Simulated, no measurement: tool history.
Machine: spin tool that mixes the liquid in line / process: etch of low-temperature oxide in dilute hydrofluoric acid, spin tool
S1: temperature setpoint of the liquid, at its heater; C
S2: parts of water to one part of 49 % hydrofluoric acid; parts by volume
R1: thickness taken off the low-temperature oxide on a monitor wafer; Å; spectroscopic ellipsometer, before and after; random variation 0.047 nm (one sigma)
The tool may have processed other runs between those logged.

run 1 hour=0 | S1=23 S2=255 time_under_the_liquid_(s)=60 | R1=51.37
run 2 hour=4.5 | S1=23 S2=255 time_under_the_liquid_(s)=60 | R1=50.422
run 3 hour=12.3 | S1=20.5 S2=255 time_under_the_liquid_(s)=60 | R1=46.368
run 4 hour=15.1 | S1=22.5 S2=255 time_under_the_liquid_(s)=60 | R1=50.061
run 5 hour=23.5 | S1=22.5 S2=195 time_under_the_liquid_(s)=60 | R1=69.607
run 6 hour=31.7 | S1=22.5 S2=145 time_under_the_liquid_(s)=60 | R1=98.882

Run 7, settings as shown, results not yet in. Your forecast:
-- hour=32.5 hydrofluoric acid flow meter replaced
run 7 hour=32.5 | S1=21 S2=160 time_under_the_liquid_(s)=60 | R1=?

Run 7 measured R1 76.85 Å.

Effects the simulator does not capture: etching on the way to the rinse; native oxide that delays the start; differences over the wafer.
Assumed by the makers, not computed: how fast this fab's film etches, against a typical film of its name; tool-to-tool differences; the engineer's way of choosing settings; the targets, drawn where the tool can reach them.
